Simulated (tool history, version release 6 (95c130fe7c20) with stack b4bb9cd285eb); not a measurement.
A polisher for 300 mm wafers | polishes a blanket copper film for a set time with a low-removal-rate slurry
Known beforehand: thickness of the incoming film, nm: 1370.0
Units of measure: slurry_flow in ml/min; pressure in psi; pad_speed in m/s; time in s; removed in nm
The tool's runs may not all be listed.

run 1 hour=0 | slurry_flow=150 pressure=2.9 pad_speed=1 slurry_solids=1 time=46 | removed=163.76
run 2 hour=8.7 | slurry_flow=155 pressure=3.1 pad_speed=1 slurry_solids=1 time=46 | removed=173.85
run 3 hour=16.5 | slurry_flow=155 pressure=3.1 pad_speed=1 slurry_solids=0.9 time=46 | removed=167.84
run 4 hour=21.5 | slurry_flow=155 pressure=3.3 pad_speed=1 slurry_solids=0.9 time=46 | removed=176.3
run 5 hour=27.4 | slurry_flow=155 pressure=3.5 pad_speed=1 slurry_solids=0.9 time=46 | removed=186.36
run 6 hour=35.7 | slurry_flow=160 pressure=3.7 pad_speed=1 slurry_solids=0.9 time=46 | removed=194.59
run 7 hour=40 | slurry_flow=160 pressure=3.8 pad_speed=1 slurry_solids=0.9 time=46 | removed=199.32
run 8 hour=44 | slurry_flow=160 pressure=3.9 pad_speed=1 slurry_solids=0.9 time=46 | removed=204.11
run 9 hour=47.4 | slurry_flow=160 pressure=4 pad_speed=1 slurry_solids=0.9 time=46 | removed=210.28

The next listed run, before its measurement:
run 10 hour=49.5 | slurry_flow=160 pressure=4.1 pad_speed=1 slurry_solids=0.9 time=46 | removed=?

Run 10 produced removed 214.61 nm.

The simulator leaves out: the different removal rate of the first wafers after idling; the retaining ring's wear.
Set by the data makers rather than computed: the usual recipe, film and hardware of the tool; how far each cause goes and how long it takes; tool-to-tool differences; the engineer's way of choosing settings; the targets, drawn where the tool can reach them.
